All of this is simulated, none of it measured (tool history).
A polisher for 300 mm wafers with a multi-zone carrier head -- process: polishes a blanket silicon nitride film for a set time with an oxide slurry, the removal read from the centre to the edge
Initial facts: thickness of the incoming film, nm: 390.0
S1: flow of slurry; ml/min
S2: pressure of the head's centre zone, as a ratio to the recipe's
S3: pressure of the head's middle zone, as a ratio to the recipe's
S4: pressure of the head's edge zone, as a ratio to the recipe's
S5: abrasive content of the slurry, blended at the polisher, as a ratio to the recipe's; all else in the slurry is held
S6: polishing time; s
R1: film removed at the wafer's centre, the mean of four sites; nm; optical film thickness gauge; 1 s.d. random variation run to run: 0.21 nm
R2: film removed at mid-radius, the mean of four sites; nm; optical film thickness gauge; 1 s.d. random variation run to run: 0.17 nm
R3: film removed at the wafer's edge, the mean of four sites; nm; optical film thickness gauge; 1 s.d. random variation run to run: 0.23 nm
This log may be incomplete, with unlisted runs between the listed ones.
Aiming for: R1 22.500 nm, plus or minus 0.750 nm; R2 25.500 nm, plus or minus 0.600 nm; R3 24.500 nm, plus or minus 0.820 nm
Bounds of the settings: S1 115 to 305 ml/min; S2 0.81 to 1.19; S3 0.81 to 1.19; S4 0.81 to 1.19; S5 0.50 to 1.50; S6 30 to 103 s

Run 1, day 0.000: S1 195 ml/min, S2 1.00, S3 1.00, S4 1.00, S5 1.00, S6 66 s. Result: R1 39.103 nm, R2 39.103 nm, R3 39.361 nm.
Run 2, day 0.133: S1 185 ml/min, S2 0.95, S3 0.99, S4 0.95, S5 0.85, S6 63 s. Result: R1 32.665 nm, R2 34.237 nm, R3 34.595 nm.
Run 3, day 0.425: S1 185 ml/min, S2 0.95, S3 1.02, S4 0.95, S5 0.85, S6 63 s. Result: R1 32.289 nm, R2 35.195 nm, R3 34.165 nm.
Run 4, day 0.588: S1 185 ml/min, S2 0.95, S3 1.02, S4 0.95, S5 0.75, S6 63 s. Result: R1 31.037 nm, R2 33.182 nm, R3 32.800 nm.
Run 5, day 0.712: S1 185 ml/min, S2 1.04, S3 1.02, S4 0.95, S5 0.75, S6 63 s. Result: R1 34.093 nm, R2 33.314 nm, R3 32.100 nm.
Run 6, day 1.058: S1 175 ml/min, S2 0.99, S3 1.02, S4 0.92, S5 0.65, S6 60 s. Result: R1 28.230 nm, R2 29.340 nm, R3 28.520 nm.
Run 7, day 1.346: S1 155 ml/min, S2 0.90, S3 1.02, S4 0.82, S5 0.50, S6 59 s. Result: R1 21.301 nm, R2 24.770 nm, R3 22.568 nm.
Run 8, day 1.521: S1 165 ml/min, S2 0.90, S3 1.01, S4 0.84, S5 0.50, S6 59 s. Result: R1 21.940 nm, R2 25.031 nm, R3 23.109 nm.
Run 9, day 1.667: S1 170 ml/min, S2 0.90, S3 1.01, S4 0.86, S5 0.50, S6 59 s. Result: R1 21.905 nm, R2 24.715 nm, R3 23.569 nm.

Exercise: of the 5 proposed moves below, exactly one satisfies all targets within the stated allowed misses. Which move is it?
Run A, day 1.812: S1 130 ml/min, S2 0.96, S3 0.99, S4 1.03, S5 0.55, S6 59 s. Result: R1 ?, R2 ?, R3 ?.
Run B, day 1.812: S1 170 ml/min, S2 0.82, S3 0.91, S4 0.97, S5 0.55, S6 60 s. Result: R1 ?, R2 ?, R3 ?.
Run C, day 1.812: S1 175 ml/min, S2 0.90, S3 1.02, S4 0.90, S5 0.55, S6 57 s. Result: R1 ?, R2 ?, R3 ?.
Run D, day 1.812: S1 225 ml/min, S2 0.87, S3 0.95, S4 0.82, S5 0.70, S6 47 s. Result: R1 ?, R2 ?, R3 ?.
Run E, day 1.812: S1 185 ml/min, S2 0.82, S3 0.97, S4 0.85, S5 0.55, S6 58 s. Result: R1 ?, R2 ?, R3 ?.

move      R1      R2      R3
   A  22.852  23.955  25.580
   B  21.220  24.136  26.461
   C  22.297  25.362  24.388
   D  20.947  23.128  22.488
   E  20.879  24.994  24.416
A: lands further from the targets than the last run did
B: lands further from the targets than the last run did
C: meets every target
D: lands further from the targets than the last run did
E: brings the last run's worst result on target, with another outside its allowed miss
C is the move that brings every result within its allowed miss.

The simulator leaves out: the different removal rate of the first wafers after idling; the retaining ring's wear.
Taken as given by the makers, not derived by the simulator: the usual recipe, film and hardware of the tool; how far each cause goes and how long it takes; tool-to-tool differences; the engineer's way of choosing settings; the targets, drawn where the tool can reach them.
